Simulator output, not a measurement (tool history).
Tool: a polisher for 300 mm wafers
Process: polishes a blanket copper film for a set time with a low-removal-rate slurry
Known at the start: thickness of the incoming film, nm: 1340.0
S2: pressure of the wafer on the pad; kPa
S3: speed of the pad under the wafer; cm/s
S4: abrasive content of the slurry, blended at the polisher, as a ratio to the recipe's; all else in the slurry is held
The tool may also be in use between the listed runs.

run 1 hour=0 | flow_of_slurry_(ml/min)=175 S2=22.8 S3=136 S4=1 polishing_time_(s)=111 | film_removed_(Å)=4254.1
run 2 hour=8.2 | flow_of_slurry_(ml/min)=175 S2=22.1 S3=136 S4=1 polishing_time_(s)=111 | film_removed_(Å)=4187.3
run 3 hour=15.8 | flow_of_slurry_(ml/min)=175 S2=21.4 S3=136 S4=1 polishing_time_(s)=111 | film_removed_(Å)=3976.9
run 4 hour=17.6 | flow_of_slurry_(ml/min)=175 S2=20.7 S3=136 S4=1 polishing_time_(s)=111 | film_removed_(Å)=3894.3
run 5 hour=25.2 | flow_of_slurry_(ml/min)=175 S2=20 S3=136 S4=1 polishing_time_(s)=111 | film_removed_(Å)=3858.3
run 6 hour=32.7 | flow_of_slurry_(ml/min)=175 S2=20 S3=136 S4=1 polishing_time_(s)=117 | film_removed_(Å)=4075.4
run 7 hour=37.9 | flow_of_slurry_(ml/min)=175 S2=19.3 S3=136 S4=1 polishing_time_(s)=117 | film_removed_(Å)=3913.3
run 8 hour=44 | flow_of_slurry_(ml/min)=175 S2=18.6 S3=136 S4=1 polishing_time_(s)=117 | film_removed_(Å)=3893.8
run 9 hour=51.5 | flow_of_slurry_(ml/min)=175 S2=17.9 S3=136 S4=1 polishing_time_(s)=117 | film_removed_(Å)=3761

Run 10 comes next. What will it give?
run 10 hour=57.2 | flow_of_slurry_(ml/min)=175 S2=17.2 S3=136 S4=1 polishing_time_(s)=117 | film_removed_(Å)=?

Run 10 gave film removed (Å) 3615.4.
